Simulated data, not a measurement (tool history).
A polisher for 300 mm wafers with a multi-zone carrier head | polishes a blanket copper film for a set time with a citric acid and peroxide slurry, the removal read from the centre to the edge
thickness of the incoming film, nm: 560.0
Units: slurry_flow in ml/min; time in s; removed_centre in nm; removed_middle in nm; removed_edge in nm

Run 1, hour 0: slurry_flow 280 ml/min, centre_zone 1, middle_zone 1, edge_zone 1, slurry_solids 1, time 51 s. Result: removed_centre 115.63 nm, removed_middle 121.69 nm, removed_edge 123.13 nm.
Run 2, hour 5.2: slurry_flow 280 ml/min, centre_zone 0.92, middle_zone 1, edge_zone 1, slurry_solids 1, time 51 s. Result: removed_centre 106.83 nm, removed_middle 120.1 nm, removed_edge 120.94 nm.
Run 3, hour 10.3: slurry_flow 255 ml/min, centre_zone 0.9, middle_zone 0.96, edge_zone 0.96, slurry_solids 0.85, time 43 s. Result: removed_centre 85.838 nm, removed_middle 94.964 nm, removed_edge 99.501 nm.
Run 4, hour 18.8: slurry_flow 255 ml/min, centre_zone 0.9, middle_zone 0.9, edge_zone 0.96, slurry_solids 0.85, time 43 s. Result: removed_centre 86.6 nm, removed_middle 88.469 nm, removed_edge 96.722 nm.
Run 5, hour 25.5: slurry_flow 255 ml/min, centre_zone 0.95, middle_zone 0.9, edge_zone 0.96, slurry_solids 0.85, time 43 s. Result: removed_centre 88.933 nm, removed_middle 91.241 nm, removed_edge 98.665 nm.
Run 6, hour 26.2: slurry_flow 230 ml/min, centre_zone 0.93, middle_zone 0.88, edge_zone 0.92, slurry_solids 0.75, time 37 s. Result: removed_centre 72.695 nm, removed_middle 73.009 nm, removed_edge 82.002 nm.

Run 7 comes next. What will it give?
Run 7, hour 31.9: slurry_flow 235 ml/min, centre_zone 0.93, middle_zone 0.89, edge_zone 0.89, slurry_solids 0.7, time 33 s. Result: removed_centre ?, removed_middle ?, removed_edge ?.

removed_centre: 63.995 nm
removed_middle: 65.95 nm
removed_edge: 70.883 nm
